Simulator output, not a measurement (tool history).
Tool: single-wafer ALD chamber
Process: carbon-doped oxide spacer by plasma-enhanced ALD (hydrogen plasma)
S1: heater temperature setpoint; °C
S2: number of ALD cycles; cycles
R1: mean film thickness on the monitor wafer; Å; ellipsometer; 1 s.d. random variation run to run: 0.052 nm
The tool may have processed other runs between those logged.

run 1 hour=0.0 | S1=420 S2=202 | R1=105.19
run 2 hour=4.8 | S1=411 S2=202 | R1=108.47
run 3 hour=10.3 | S1=411 S2=216 | R1=115.58
run 4 hour=12.1 | S1=411 S2=194 | R1=103.96
-- hour=17.2 thermocouple changed; heater temperature recalibrated
run 5 hour=17.2 | S1=405 S2=194 | R1=109.01
run 6 hour=24.0 | S1=413 S2=194 | R1=105.19
run 7 hour=25.7 | S1=401 S2=226 | R1=127.32

Forecast run 8:
run 8 hour=30.1 | S1=400 S2=227 | R1=?

R1: 127.91 Å
